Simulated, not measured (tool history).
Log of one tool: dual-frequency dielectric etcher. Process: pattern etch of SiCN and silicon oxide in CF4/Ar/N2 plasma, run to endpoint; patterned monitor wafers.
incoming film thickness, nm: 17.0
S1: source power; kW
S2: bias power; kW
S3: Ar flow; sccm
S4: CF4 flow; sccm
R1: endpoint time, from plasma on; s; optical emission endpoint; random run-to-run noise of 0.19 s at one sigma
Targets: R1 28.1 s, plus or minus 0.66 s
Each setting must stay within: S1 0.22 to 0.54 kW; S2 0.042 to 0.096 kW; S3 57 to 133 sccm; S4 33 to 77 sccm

run  hour    S1     S2   S3  S4      R1
  1     0  0.38  0.069   95  55  23.958
  2   4.2  0.38  0.069   95  59   23.71
  3    12  0.45  0.069   95  59  19.799
  4  16.7  0.45  0.069   95  67   19.09
  5  23.3  0.42  0.068   95  67  20.854
  6  27.9  0.42  0.068  108  67   21.36
  7  36.1   0.4  0.068  108  67   22.41
  8  37.3  0.38  0.068  108  67  23.919
  9  43.2  0.31  0.067  108  67  29.754
 10  45.2  0.32  0.067  108  67  28.658
     49.1  -- source power generator calibrated
 11  49.1  0.33  0.067  108  67  26.955

Which single option among these 4 for the next run brings every result within its allowed miss of target? Just one does.
  A    53  0.35  0.071  119  62   ?
  B    53  0.34  0.072  103  65   ?
  C    53  0.35  0.063  108  71   ?
  D    53  0.32  0.068  109  66   ?

move      R1
   A   25.29
   B  25.228
   C  25.609
   D  27.887
A: moves away from the targets compared with the last run
B: moves away from the targets compared with the last run
C: moves away from the targets compared with the last run
D: each result inside its tolerance
D meets every target.
